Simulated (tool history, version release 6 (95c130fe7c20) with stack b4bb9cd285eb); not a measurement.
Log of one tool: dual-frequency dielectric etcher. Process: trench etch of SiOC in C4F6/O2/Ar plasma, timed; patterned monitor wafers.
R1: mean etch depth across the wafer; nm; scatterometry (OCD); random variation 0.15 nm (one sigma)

Run 1, hour 0: source power (W) 350, bias power (W) 170, etch time (s) 31.5. Result: R1 59.087 nm.
Run 2, hour 2.4: source power (W) 370, bias power (W) 171, etch time (s) 31.5. Result: R1 60.383 nm.
Run 3, hour 3.2: source power (W) 310, bias power (W) 171, etch time (s) 31.5. Result: R1 56.605 nm.
Run 4, hour 4.7: source power (W) 270, bias power (W) 171, etch time (s) 31.5. Result: R1 53.523 nm.
Run 5, hour 7.1: source power (W) 300, bias power (W) 172, etch time (s) 31.5. Result: R1 55.941 nm.
Run 6, hour 8: source power (W) 320, bias power (W) 173, etch time (s) 31.5. Result: R1 57.399 nm.

Forecast run 7:
Run 7, hour 12.3: source power (W) 340, bias power (W) 174, etch time (s) 31.5. Result: R1 ?.

R1: 59.072 nm
